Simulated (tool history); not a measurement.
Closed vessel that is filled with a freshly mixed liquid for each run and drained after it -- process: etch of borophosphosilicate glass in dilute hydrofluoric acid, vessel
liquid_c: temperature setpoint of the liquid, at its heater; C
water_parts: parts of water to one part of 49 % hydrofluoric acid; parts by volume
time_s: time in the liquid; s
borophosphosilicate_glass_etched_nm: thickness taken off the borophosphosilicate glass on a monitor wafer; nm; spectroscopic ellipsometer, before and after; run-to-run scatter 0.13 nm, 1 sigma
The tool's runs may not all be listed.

run,hour,liquid_c,water_parts,time_s,borophosphosilicate_glass_etched_nm
1,0,21,265,70,9.1953
2,5.1,23,225,70,12.194
3,11.8,23,225,70,12.167
4,19.7,23,225,70,12.129
5,24.7,23,315,70,7.8699
6,32.8,23,315,55,6.2952
7,42.1,24.5,255,55,8.6181
8,49.1,24.5,255,55,8.553
9,51.2,24.5,200,55,11.679
10,56.6,24.5,160,55,15.174
11,59.6,24.5,140,55,17.713

Run 12 comes next. What will it give?
12,65.4,24.5,125,55,?

Run 12 measured borophosphosilicate_glass_etched_nm 20.24 nm.
